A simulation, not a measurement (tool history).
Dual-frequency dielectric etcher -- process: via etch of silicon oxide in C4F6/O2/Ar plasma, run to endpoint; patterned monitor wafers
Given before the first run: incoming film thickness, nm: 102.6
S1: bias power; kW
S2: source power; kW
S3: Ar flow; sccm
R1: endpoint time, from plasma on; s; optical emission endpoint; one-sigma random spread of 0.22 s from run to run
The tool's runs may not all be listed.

| run | hour | S1 | S2 | S3 | R1 |
|---|---|---|---|---|---|
| 1 | 0.0 | 0.447 | 0.360 | 343 | 26.075 |
| 2 | 8.4 | 0.525 | 0.360 | 343 | 23.615 |
| 3 | 9.1 | 0.525 | 0.310 | 343 | 25.337 |
| 4 | 11.5 | 0.600 | 0.310 | 343 | 23.429 |
| 5 | 13.0 | 0.600 | 0.310 | 305 | 23.142 |
| 6 | 17.4 | 0.600 | 0.310 | 354 | 23.791 |

For run 7, what comes out?
| 7 | 20.5 | 0.532 | 0.290 | 358 | ? |

For run 7 the tool returned R1 26.368 s.

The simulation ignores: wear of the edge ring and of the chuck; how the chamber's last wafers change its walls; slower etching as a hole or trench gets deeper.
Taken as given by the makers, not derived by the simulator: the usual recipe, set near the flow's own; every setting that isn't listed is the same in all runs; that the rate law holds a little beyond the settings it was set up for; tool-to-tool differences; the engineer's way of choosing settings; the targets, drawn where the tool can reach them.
